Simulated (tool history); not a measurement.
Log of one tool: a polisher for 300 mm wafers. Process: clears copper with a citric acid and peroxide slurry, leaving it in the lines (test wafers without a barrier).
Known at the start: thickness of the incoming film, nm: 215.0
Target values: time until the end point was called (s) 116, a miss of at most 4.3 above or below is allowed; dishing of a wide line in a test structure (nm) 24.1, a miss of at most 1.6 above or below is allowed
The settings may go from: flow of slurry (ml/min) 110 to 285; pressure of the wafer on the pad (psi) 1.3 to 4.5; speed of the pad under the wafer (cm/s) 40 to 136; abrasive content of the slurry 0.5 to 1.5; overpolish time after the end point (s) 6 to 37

run  hour  flow of slurry (ml/min)  pressure of the wafer on the pad (psi)  speed of the pad under the wafer (cm/s)  abrasive content of the slurry  overpolish time after the end point (s)  time until the end point was called (s)  dishing of a wide line in a test structure (nm)
  1     0                      180                                     2.9                                       88                               1                                       19                                   95.245                                           30.858
  2   6.2                      180                                     2.8                                       88                               1                                       19                                   97.704                                           30.117
  3  12.2                      180                                     2.7                                       88                               1                                       19                                   100.37                                           28.882
  4  19.8                      180                                     2.7                                       80                               1                                       19                                   106.98                                           26.884
  5  23.7                      215                                     2.7                                       80                               1                                       19                                   105.41                                           28.042
  6  24.4                      190                                     2.7                                       80                               1                                       19                                   108.54                                           27.727
  7  25.7                      185                                     2.7                                       80                               1                                       19                                   106.01                                           27.637
  8  28.8                      185                                     2.6                                       80                               1                                       19                                   110.86                                           27.299

Consider the 5 candidate settings below. Which is the only one whose results all fall within their allowed miss of target?
  A  31.9                      200                                     2.9                                       76                            1.05                                       19                                        ?                                                ?
  B  31.9                      190                                     2.6                                       72                            1.15                                       18                                        ?                                                ?
  C  31.9                      165                                     2.9                                       78                               1                                       19                                        ?                                                ?
  D  31.9                      205                                     1.5                                      106                             1.2                                       23                                        ?                                                ?
  E  31.9                      180                                       3                                       76                               1                                       19                                        ?                                                ?

move  time until the end point was called (s)  dishing of a wide line in a test structure (nm)
   A                                   103.74                                           28.751
   B                                   116.31                                           24.577
   C                                   105.43                                           28.329
   D                                   126.23                                           27.997
   E                                   103.51                                           28.835
A: misses by more than the last run did
B: meets every target
C: misses by more than the last run did
D: misses by more than the last run did
E: misses by more than the last run did
Go with B: it meets all targets.
